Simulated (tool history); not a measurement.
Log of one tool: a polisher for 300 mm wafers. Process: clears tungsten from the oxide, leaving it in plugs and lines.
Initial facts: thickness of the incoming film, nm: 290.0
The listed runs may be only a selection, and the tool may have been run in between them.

| run | hour | flow of slurry (ml/min) | pressure of the wafer on the pad (psi) | speed of the pad under the wafer (m/s) | abrasive content of the slurry | overpolish time after the end point (s) | time until the end point was called (s) |
|---|---|---|---|---|---|---|---|
| 1 | 0 | 210 | 4 | 0.84 | 1 | 41 | 72.166 |
| 2 | 8.1 | 210 | 4.1 | 0.84 | 1 | 41 | 69.936 |
| 3 | 9 | 210 | 4.1 | 0.84 | 1 | 41 | 71.813 |
| 4 | 9.8 | 210 | 4.2 | 0.84 | 1 | 41 | 68.488 |
| 5 | 18.3 | 210 | 4.2 | 0.84 | 1 | 44 | 68.32 |
| 6 | 22.1 | 210 | 4.2 | 0.84 | 1 | 41 | 68.392 |

Run 7 has not been measured yet. What should we expect?
| 7 | 23.9 | 210 | 4.3 | 0.84 | 1 | 41 | ? |

time until the end point was called (s): 66.423
